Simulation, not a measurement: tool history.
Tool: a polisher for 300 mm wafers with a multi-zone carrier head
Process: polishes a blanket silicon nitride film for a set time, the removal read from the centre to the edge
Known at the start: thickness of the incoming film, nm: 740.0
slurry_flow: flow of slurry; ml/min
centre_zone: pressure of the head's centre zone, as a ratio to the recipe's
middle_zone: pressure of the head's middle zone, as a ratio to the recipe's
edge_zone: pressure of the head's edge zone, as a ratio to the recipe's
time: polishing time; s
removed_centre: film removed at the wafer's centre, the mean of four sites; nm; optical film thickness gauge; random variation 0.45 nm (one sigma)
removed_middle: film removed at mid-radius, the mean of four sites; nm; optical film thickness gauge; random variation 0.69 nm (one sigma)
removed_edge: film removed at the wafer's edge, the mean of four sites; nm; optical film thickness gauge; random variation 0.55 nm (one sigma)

| run | day | slurry_flow | centre_zone | middle_zone | edge_zone | time | removed_centre | removed_middle | removed_edge |
|---|---|---|---|---|---|---|---|---|---|
| 1 | 0 | 230 | 1 | 1 | 1 | 50 | 67.132 | 65.643 | 68.534 |
| 2 | 0.171 | 230 | 1.01 | 1 | 0.98 | 48 | 65.853 | 65.366 | 64.638 |
| 3 | 0.433 | 230 | 1.01 | 1 | 0.94 | 48 | 65.167 | 63.875 | 65.746 |
| 4 | 0.554 | 230 | 1.01 | 1 | 0.94 | 59 | 79.771 | 79.779 | 77.518 |
| 5 | 0.867 | 230 | 1.01 | 1 | 0.9 | 59 | 81.712 | 78.692 | 78.649 |
| 6 | 1.225 | 230 | 1.03 | 1.01 | 0.9 | 55 | 75.722 | 73.59 | 72.872 |
| 7 | 1.583 | 230 | 1.05 | 1.02 | 0.89 | 52 | 73.431 | 69.86 | 68.18 |

The next listed run, before its measurement:
| 8 | 1.654 | 230 | 1.06 | 1.02 | 0.89 | 49 | ? | ? | ? |

{"run 8": {"removed_centre": 69.933, "removed_middle": 67.231, "removed_edge": 62.74}}
